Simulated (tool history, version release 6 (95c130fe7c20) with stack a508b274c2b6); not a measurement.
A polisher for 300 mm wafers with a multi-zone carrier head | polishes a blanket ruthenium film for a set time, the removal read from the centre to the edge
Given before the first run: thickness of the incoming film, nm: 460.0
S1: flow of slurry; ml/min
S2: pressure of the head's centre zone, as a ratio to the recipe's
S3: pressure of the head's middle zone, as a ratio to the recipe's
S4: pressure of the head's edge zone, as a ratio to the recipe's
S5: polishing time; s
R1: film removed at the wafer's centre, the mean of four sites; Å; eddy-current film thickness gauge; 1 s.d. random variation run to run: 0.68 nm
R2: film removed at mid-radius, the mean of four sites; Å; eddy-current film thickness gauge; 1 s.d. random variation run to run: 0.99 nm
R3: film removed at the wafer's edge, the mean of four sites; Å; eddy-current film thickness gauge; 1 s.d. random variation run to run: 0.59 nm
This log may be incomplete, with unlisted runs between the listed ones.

run  hour   S1    S2    S3    S4  S5      R1      R2      R3
  1   0.0  185  1.00  1.00  1.00  37  560.54  567.98  600.84
  2   1.8  185  1.00  1.00  1.00  29  442.28  452.81  460.03
  3   2.7  205  1.05  1.04  1.00  32  511.45  521.42  515.62
  4   7.5  205  1.05  1.11  1.00  32  521.25  524.90  514.07
  5  11.5  205  1.05  1.14  1.00  32  516.41  539.16  522.70
  6  19.9  175  1.05  1.14  1.00  32  515.00  530.09  516.69
  7  22.4  190  1.08  1.15  0.97  35  582.64  584.51  555.26
  8  23.9  200  1.10  1.16  0.96  37  633.44  634.85  592.93

Estimate the outcome of run 9 from the log above:
  9  25.7  210  1.12  1.17  0.96  39   ?   ?   ?

R1: 688.12 Å
R2: 681.71 Å
R3: 629.92 Å
